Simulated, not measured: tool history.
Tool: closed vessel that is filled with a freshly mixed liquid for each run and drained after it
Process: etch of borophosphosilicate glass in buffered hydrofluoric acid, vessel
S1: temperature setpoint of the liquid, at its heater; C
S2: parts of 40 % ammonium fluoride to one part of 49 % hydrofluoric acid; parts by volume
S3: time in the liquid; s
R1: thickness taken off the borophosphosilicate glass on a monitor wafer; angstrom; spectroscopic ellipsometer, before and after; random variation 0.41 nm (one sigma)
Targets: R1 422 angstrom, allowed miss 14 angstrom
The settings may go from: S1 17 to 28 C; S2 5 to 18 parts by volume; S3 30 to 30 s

| run | hour | S1 | S2 | S3 | R1 |
|---|---|---|---|---|---|
| 1 | 0 | 20 | 11 | 30 | 494.56 |
| 2 | 5.2 | 20 | 14 | 30 | 394.81 |
| 3 | 11.7 | 20.5 | 14 | 30 | 406.27 |
| 4 | 19.2 | 20.5 | 14 | 30 | 397.93 |
| 5 | 28.5 | 20.5 | 15.5 | 30 | 369.19 |
| 6 | 36.9 | 22 | 15.5 | 30 | 399.63 |
|  | 42.1 | hydrofluoric acid flow meter replaced |
| 7 | 42.1 | 22.5 | 15.5 | 30 | 461.64 |
| 8 | 46.8 | 22 | 15.5 | 30 | 448.45 |

Which of these 5 next moves meets every target?
| A | 51.5 | 25 | 17 | 30 | ? |
| B | 51.5 | 23.5 | 16.5 | 30 | ? |
| C | 51.5 | 20 | 14 | 30 | ? |
| D | 51.5 | 23.5 | 15.5 | 30 | ? |
| E | 51.5 | 21 | 15.5 | 30 | ? |

| move | R1 |
|---|---|
| A | 483.88 |
| B | 459.56 |
| C | 446.18 |
| D | 488.84 |
| E | 426.4 |
A: further off than the last run
B: further off than the last run
C: nearer than the last run, and not there yet
D: further off than the last run
E: meets every target
The right move is E.

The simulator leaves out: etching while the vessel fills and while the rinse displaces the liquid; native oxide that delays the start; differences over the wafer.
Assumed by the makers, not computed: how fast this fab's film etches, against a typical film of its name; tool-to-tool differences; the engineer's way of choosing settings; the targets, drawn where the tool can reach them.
